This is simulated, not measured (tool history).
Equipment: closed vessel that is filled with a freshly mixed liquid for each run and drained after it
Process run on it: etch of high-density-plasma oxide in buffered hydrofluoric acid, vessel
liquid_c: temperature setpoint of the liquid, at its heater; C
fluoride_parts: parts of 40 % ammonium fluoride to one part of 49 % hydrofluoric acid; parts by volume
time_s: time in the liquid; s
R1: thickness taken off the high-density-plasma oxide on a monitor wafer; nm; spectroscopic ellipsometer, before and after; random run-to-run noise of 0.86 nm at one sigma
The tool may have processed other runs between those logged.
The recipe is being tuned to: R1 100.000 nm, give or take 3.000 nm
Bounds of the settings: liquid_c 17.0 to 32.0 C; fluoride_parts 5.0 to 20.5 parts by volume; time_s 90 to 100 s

{"run": 1, "hour": 0.0, "liquid_c": 24.0, "fluoride_parts": 12.5, "time_s": 90, "R1": 170.02}
{"run": 2, "hour": 4.9, "liquid_c": 23.0, "fluoride_parts": 13.0, "time_s": 90, "R1": 151.26}
{"run": 3, "hour": 5.9, "liquid_c": 22.5, "fluoride_parts": 13.0, "time_s": 90, "R1": 148.8}
{"run": 4, "hour": 14.5, "liquid_c": 22.0, "fluoride_parts": 13.0, "time_s": 90, "R1": 146.3}
{"run": 5, "hour": 15.3, "liquid_c": 20.5, "fluoride_parts": 13.0, "time_s": 90, "R1": 134.05}
{"run": 6, "hour": 17.8, "liquid_c": 20.0, "fluoride_parts": 13.0, "time_s": 90, "R1": 131.89}
{"run": 7, "hour": 20.3, "liquid_c": 19.5, "fluoride_parts": 13.0, "time_s": 90, "R1": 125.56}
{"run": 8, "hour": 24.2, "liquid_c": 19.0, "fluoride_parts": 13.0, "time_s": 90, "R1": 124.23}
{"run": 9, "hour": 28.6, "liquid_c": 19.0, "fluoride_parts": 13.0, "time_s": 90, "R1": 124.05}

Consider the 5 candidate settings below. Which is the only one whose results all fall within their allowed miss of target?
{"run": "A", "hour": 33.0, "liquid_c": 17.0, "fluoride_parts": 14.5, "time_s": 90, "R1": "?"}
{"run": "B", "hour": 33.0, "liquid_c": 18.0, "fluoride_parts": 19.0, "time_s": 100, "R1": "?"}
{"run": "C", "hour": 33.0, "liquid_c": 17.0, "fluoride_parts": 9.0, "time_s": 100, "R1": "?"}
{"run": "D", "hour": 33.0, "liquid_c": 19.5, "fluoride_parts": 11.5, "time_s": 90, "R1": "?"}
{"run": "E", "hour": 33.0, "liquid_c": 18.5, "fluoride_parts": 11.0, "time_s": 100, "R1": "?"}

move=A R1=98.419
move=B R1=88.680
move=C R1=168.120
move=D R1=142.340
move=E R1=156.120
A: in spec on every target
B: pushes the last run's worst result past its target
C: its largest miss is bigger than the last run's
D: its largest miss is bigger than the last run's
E: its largest miss is bigger than the last run's
Answer: A

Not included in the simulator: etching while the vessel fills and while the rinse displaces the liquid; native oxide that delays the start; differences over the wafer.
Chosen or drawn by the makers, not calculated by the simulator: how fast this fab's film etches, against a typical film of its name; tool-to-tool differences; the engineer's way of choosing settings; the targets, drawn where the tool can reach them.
